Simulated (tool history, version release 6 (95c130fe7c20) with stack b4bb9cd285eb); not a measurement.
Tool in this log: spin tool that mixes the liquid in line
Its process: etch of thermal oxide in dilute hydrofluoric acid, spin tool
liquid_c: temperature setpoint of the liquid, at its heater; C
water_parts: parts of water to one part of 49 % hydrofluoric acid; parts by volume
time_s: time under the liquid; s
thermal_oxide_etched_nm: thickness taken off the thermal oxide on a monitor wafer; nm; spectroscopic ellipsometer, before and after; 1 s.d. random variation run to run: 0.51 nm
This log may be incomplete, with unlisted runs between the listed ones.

| run | hour | liquid_c | water_parts | time_s | thermal_oxide_etched_nm |
|---|---|---|---|---|---|
| 1 | 0.0 | 24.0 | 60 | 230 | 20.600 |
| 2 | 5.1 | 27.0 | 60 | 230 | 22.997 |
| 3 | 10.2 | 27.0 | 60 | 230 | 23.004 |
| 4 | 12.4 | 28.5 | 50 | 235 | 30.463 |
| 5 | 19.9 | 28.5 | 30 | 235 | 51.897 |
| 6 | 28.0 | 30.5 | 30 | 235 | 56.722 |
| 7 | 34.3 | 30.5 | 30 | 235 | 56.776 |

Expected results for the next run?
| 8 | 35.6 | 31.0 | 30 | 235 | ? |

{"run 8": {"thermal_oxide_etched_nm": 58.462}}
